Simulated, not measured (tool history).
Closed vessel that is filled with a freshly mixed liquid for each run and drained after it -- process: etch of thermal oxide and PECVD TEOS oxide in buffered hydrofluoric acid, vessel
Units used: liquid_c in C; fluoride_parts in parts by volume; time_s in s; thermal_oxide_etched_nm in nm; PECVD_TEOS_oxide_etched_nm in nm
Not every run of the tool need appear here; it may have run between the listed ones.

run 1 hour=0.0 | liquid_c=21.0 fluoride_parts=14.0 time_s=60 | thermal_oxide_etched_nm=41.896 PECVD_TEOS_oxide_etched_nm=67.159
run 2 hour=9.0 | liquid_c=20.0 fluoride_parts=14.0 time_s=60 | thermal_oxide_etched_nm=39.228 PECVD_TEOS_oxide_etched_nm=63.758
run 3 hour=17.7 | liquid_c=19.5 fluoride_parts=14.0 time_s=60 | thermal_oxide_etched_nm=38.569 PECVD_TEOS_oxide_etched_nm=61.135
run 4 hour=25.9 | liquid_c=19.5 fluoride_parts=14.0 time_s=80 | thermal_oxide_etched_nm=50.628 PECVD_TEOS_oxide_etched_nm=83.322
run 5 hour=33.7 | liquid_c=19.5 fluoride_parts=14.0 time_s=90 | thermal_oxide_etched_nm=56.844 PECVD_TEOS_oxide_etched_nm=92.365
-- hour=39.3 hydrofluoric acid flow meter replaced
run 6 hour=39.3 | liquid_c=19.5 fluoride_parts=17.5 time_s=90 | thermal_oxide_etched_nm=52.115 PECVD_TEOS_oxide_etched_nm=84.056
run 7 hour=48.1 | liquid_c=19.5 fluoride_parts=17.5 time_s=90 | thermal_oxide_etched_nm=52.430 PECVD_TEOS_oxide_etched_nm=83.762
run 8 hour=51.8 | liquid_c=19.0 fluoride_parts=18.5 time_s=85 | thermal_oxide_etched_nm=45.481 PECVD_TEOS_oxide_etched_nm=73.032
run 9 hour=60.9 | liquid_c=18.5 fluoride_parts=19.5 time_s=85 | thermal_oxide_etched_nm=42.074 PECVD_TEOS_oxide_etched_nm=67.906
run 10 hour=64.5 | liquid_c=18.0 fluoride_parts=20.5 time_s=85 | thermal_oxide_etched_nm=38.855 PECVD_TEOS_oxide_etched_nm=63.361

For run 11, what comes out?
run 11 hour=69.9 | liquid_c=18.0 fluoride_parts=21.0 time_s=85 | thermal_oxide_etched_nm=? PECVD_TEOS_oxide_etched_nm=?

Run 11 gave thermal_oxide_etched_nm 38.371 nm, PECVD_TEOS_oxide_etched_nm 62.243 nm.
